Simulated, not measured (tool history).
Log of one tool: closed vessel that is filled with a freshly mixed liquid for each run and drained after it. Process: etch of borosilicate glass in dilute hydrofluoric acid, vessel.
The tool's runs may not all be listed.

run	day	temperature setpoint of the liquid (°C)	parts of water to one part of 49 % hydrofluoric acid (parts by volume)	time in the liquid (s)	thickness taken off the borosilicate glass on a monitor wafer (angstrom)
1	0.000	22.0	90	210	502.81
2	0.217	22.0	60	210	782.31
3	0.375	20.0	60	210	727.64
4	0.454	23.5	60	210	829.66
5	0.762	24.5	60	210	864.84
6	0.946	25.0	60	210	884.00
7	0.992	25.5	60	210	898.97

The next listed run, before its measurement:
8	1.179	25.5	60	210	?

Run 8 gave thickness taken off the borosilicate glass on a monitor wafer (angstrom) 894.99.
